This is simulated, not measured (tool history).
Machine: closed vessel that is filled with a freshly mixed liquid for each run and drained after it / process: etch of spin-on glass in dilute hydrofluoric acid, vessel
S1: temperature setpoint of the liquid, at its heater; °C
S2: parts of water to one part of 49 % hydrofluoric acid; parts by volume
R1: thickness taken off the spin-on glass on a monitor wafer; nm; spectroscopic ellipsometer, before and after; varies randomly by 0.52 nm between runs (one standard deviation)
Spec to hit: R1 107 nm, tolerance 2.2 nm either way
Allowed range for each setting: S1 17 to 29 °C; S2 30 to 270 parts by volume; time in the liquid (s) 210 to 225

{"run": 1, "day": 0.0, "S1": 21, "S2": 150, "time in the liquid (s)": 210, "R1": 43.733}
{"run": 2, "day": 0.275, "S1": 23, "S2": 130, "time in the liquid (s)": 210, "R1": 56.161}
{"run": 3, "day": 0.467, "S1": 24.5, "S2": 130, "time in the liquid (s)": 210, "R1": 59.535}
{"run": 4, "day": 0.833, "S1": 25.5, "S2": 115, "time in the liquid (s)": 210, "R1": 71.066}
{"run": 5, "day": 0.996, "S1": 26.5, "S2": 105, "time in the liquid (s)": 210, "R1": 82.581}
{"run": 6, "day": 1.3, "S1": 26.5, "S2": 105, "time in the liquid (s)": 210, "R1": 83.004}
{"run": 7, "day": 1.512, "S1": 27, "S2": 100, "time in the liquid (s)": 210, "R1": 87.869}
{"run": 8, "day": 1.646, "S1": 27.5, "S2": 95, "time in the liquid (s)": 210, "R1": 95.159}
{"run": 9, "day": 1.75, "S1": 28, "S2": 95, "time in the liquid (s)": 210, "R1": 97.37}
{"run": 10, "day": 1.862, "S1": 29, "S2": 85, "time in the liquid (s)": 210, "R1": 114.65}
{"run": 11, "day": 1.908, "S1": 28.5, "S2": 85, "time in the liquid (s)": 210, "R1": 112.97}
{"run": 12, "day": 2.067, "S1": 28, "S2": 85, "time in the liquid (s)": 210, "R1": 110.79}

Pick the move, out of 5, that brings all results within their allowed miss; only one does.
{"run": "A", "day": 2.225, "S1": 28.5, "S2": 85, "time in the liquid (s)": 215, "R1": "?"}
{"run": "B", "day": 2.225, "S1": 27, "S2": 90, "time in the liquid (s)": 225, "R1": "?"}
{"run": "C", "day": 2.225, "S1": 27, "S2": 80, "time in the liquid (s)": 210, "R1": "?"}
{"run": "D", "day": 2.225, "S1": 26.5, "S2": 80, "time in the liquid (s)": 215, "R1": "?"}
{"run": "E", "day": 2.225, "S1": 28.5, "S2": 85, "time in the liquid (s)": 210, "R1": "?"}

move=A R1=116.19
move=B R1=107.62
move=C R1=114.54
move=D R1=114.99
move=E R1=113.49
A: lands further from the targets than the last run did
B: every result lands within tolerance
C: lands further from the targets than the last run did
D: lands further from the targets than the last run did
E: lands further from the targets than the last run did
Answer: B

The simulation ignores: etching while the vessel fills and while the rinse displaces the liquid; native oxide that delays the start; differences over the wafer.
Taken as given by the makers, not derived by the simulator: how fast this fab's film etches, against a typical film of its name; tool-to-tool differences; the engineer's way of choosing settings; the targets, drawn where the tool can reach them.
